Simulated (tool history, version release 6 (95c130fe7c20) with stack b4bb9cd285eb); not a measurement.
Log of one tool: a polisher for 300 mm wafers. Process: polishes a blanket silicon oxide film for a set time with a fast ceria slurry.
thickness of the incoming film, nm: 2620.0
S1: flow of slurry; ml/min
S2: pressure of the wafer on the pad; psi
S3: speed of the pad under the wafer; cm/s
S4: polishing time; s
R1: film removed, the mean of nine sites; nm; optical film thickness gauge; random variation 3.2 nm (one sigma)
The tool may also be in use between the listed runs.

run	hour	S1	S2	S3	S4	R1
1	0	145	3.2	88	26	339.99
2	6.2	145	3.2	74	26	286.27
3	12.8	145	3.8	74	26	326.08
4	14.7	145	3.4	72	26	287.12
5	18.9	145	3.4	64	26	260.66
6	20.2	130	3.4	64	26	257.92
7	28.9	130	3.2	64	26	252.32

Forecast run 8:
8	30.6	130	3.1	64	26	?

R1: 241.21 nm
